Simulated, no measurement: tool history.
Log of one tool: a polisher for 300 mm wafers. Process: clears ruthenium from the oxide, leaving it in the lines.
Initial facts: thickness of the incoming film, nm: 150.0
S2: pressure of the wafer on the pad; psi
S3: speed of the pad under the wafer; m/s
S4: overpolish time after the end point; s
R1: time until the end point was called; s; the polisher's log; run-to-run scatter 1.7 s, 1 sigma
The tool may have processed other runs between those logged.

run 1 day=0.000 | flow_of_slurry_(ml/min)=320 S2=2.3 S3=1.06 S4=33 | R1=149.35
run 2 day=0.117 | flow_of_slurry_(ml/min)=265 S2=2.3 S3=1.06 S4=33 | R1=156.43
run 3 day=0.458 | flow_of_slurry_(ml/min)=265 S2=2.7 S3=1.06 S4=33 | R1=130.45
run 4 day=0.783 | flow_of_slurry_(ml/min)=265 S2=2.2 S3=1.06 S4=33 | R1=155.65
run 5 day=0.992 | flow_of_slurry_(ml/min)=265 S2=2.4 S3=1.08 S4=33 | R1=142.96
run 6 day=1.333 | flow_of_slurry_(ml/min)=265 S2=2.5 S3=1.08 S4=33 | R1=138.65
run 7 day=1.438 | flow_of_slurry_(ml/min)=265 S2=2.6 S3=1.08 S4=33 | R1=134.49

What will run 8 give?
run 8 day=1.529 | flow_of_slurry_(ml/min)=265 S2=2.7 S3=1.08 S4=33 | R1=?

Run 8 measured R1 127.18 s.

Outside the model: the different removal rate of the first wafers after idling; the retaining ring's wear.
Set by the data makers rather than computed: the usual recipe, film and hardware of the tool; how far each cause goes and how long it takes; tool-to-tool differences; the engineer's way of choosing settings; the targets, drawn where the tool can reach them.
